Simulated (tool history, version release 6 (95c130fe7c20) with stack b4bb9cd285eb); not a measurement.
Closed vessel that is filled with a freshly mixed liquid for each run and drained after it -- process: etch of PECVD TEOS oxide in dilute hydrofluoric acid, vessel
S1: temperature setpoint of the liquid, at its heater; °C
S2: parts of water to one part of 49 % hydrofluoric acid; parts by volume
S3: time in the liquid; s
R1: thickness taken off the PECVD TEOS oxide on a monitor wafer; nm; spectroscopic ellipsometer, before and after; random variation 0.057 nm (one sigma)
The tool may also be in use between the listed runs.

run	hour	S1	S2	S3	R1
1	0.0	21.0	180	475	20.440
2	8.0	20.0	200	475	17.290
3	12.1	20.0	200	475	17.403
4	14.5	19.0	215	475	15.265
5	17.7	19.0	215	475	15.245
# hour 18.7: thermometer replaced
6	18.7	19.0	255	475	13.007

Run 7 has not been measured yet. What should we expect?
7	23.4	18.5	255	475	?

R1: 12.779 nm
